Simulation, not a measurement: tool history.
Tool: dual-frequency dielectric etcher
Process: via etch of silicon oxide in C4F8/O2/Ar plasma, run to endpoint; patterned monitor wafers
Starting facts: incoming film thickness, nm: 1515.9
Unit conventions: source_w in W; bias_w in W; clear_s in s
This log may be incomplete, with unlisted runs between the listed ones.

Run 1, hour 0: source_w 2010 W, bias_w 2487 W. Result: clear_s 300.32 s.
Run 2, hour 1.8: source_w 2010 W, bias_w 2920 W. Result: clear_s 279.85 s.
Run 3, hour 4.6: source_w 2100 W, bias_w 2961 W. Result: clear_s 267.96 s.
Run 4, hour 5.9: source_w 2140 W, bias_w 2973 W. Result: clear_s 267.08 s.
Run 5, hour 14.9: source_w 1800 W, bias_w 2973 W. Result: clear_s 289.15 s.
Run 6, hour 20.9: source_w 2070 W, bias_w 2973 W. Result: clear_s 271.81 s.
Run 7, hour 23.5: source_w 2130 W, bias_w 2994 W. Result: clear_s 266.01 s.

The next listed run, before its measurement:
Run 8, hour 26.8: source_w 2170 W, bias_w 3008 W. Result: clear_s ?.

Run 8 gave clear_s 266.97 s.
